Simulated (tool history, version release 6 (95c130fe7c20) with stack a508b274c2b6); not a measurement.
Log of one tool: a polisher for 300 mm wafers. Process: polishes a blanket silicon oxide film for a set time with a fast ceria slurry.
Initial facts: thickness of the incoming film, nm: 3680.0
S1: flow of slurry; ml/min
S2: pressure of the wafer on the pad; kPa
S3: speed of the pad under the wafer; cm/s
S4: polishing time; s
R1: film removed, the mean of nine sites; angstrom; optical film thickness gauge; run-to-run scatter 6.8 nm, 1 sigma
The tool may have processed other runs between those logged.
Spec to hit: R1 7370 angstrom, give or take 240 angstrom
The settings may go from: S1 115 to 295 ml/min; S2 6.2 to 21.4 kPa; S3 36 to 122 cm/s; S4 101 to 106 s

{"run": 1, "hour": 0.0, "S1": 190, "S2": 13.8, "S3": 78, "S4": 101, "R1": 9240.7}
{"run": 2, "hour": 4.9, "S1": 190, "S2": 13.8, "S3": 78, "S4": 101, "R1": 9440.6}
{"run": 3, "hour": 5.7, "S1": 230, "S2": 13.8, "S3": 78, "S4": 101, "R1": 9676.5}
{"run": 4, "hour": 7.6, "S1": 230, "S2": 15.9, "S3": 78, "S4": 101, "R1": 10790}
{"run": 5, "hour": 10.1, "S1": 230, "S2": 17.9, "S3": 78, "S4": 101, "R1": 11939}
{"run": 6, "hour": 18.9, "S1": 225, "S2": 16.5, "S3": 78, "S4": 101, "R1": 11180}
{"run": 7, "hour": 27.1, "S1": 220, "S2": 15.2, "S3": 78, "S4": 101, "R1": 10304}
{"run": 8, "hour": 32.1, "S1": 215, "S2": 11, "S3": 76, "S4": 101, "R1": 7772.2}

Next run, 5 choices. One meets every target within its allowed miss, the rest don't. Which?
{"run": "A", "hour": 37.1, "S1": 220, "S2": 11, "S3": 78, "S4": 106, "R1": "?"}
{"run": "B", "hour": 37.1, "S1": 235, "S2": 11.7, "S3": 72, "S4": 103, "R1": "?"}
{"run": "C", "hour": 37.1, "S1": 200, "S2": 10.3, "S3": 80, "S4": 106, "R1": "?"}
{"run": "D", "hour": 37.1, "S1": 185, "S2": 9.7, "S3": 82, "S4": 102, "R1": "?"}
{"run": "E", "hour": 37.1, "S1": 205, "S2": 11, "S3": 78, "S4": 105, "R1": "?"}

move=A R1=8309.9
move=B R1=7900.4
move=C R1=8005.3
move=D R1=7406.3
move=E R1=8167.2
A: misses by more than the last run did
B: misses by more than the last run did
C: misses by more than the last run did
D: all results in spec
E: misses by more than the last run did
The right move is D.
